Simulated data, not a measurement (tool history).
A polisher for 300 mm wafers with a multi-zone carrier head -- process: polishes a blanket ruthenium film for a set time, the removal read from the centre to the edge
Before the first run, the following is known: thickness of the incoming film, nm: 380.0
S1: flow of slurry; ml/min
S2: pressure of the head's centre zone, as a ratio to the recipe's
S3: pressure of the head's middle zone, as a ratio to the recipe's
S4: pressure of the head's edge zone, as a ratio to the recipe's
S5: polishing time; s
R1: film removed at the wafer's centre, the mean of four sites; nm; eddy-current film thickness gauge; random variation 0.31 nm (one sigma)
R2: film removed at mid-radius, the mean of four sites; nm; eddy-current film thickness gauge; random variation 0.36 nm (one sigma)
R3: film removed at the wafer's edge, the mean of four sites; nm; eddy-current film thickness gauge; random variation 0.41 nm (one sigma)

run	hour	S1	S2	S3	S4	S5	R1	R2	R3
1	0	260	1	1	1	73	61.82	62.48	62.976
2	1.4	260	1	1	0.95	73	61.298	62.014	61.113
3	2.3	260	0.97	1	0.95	73	60.035	62.094	60.974
4	6.8	195	0.97	1	0.95	73	58.286	60.868	60.29
5	11.2	195	0.97	0.93	0.95	73	58.906	57.528	58.867
6	16.8	195	0.97	0.93	0.95	61	49.127	47.716	50.136
7	18.5	195	0.97	0.93	0.96	61	49.512	47.47	50.711

Run 8 comes next. What will it give?
8	23.3	200	0.98	0.92	0.97	61	?	?	?

R1: 49.898 nm
R2: 47.926 nm
R3: 50.64 nm
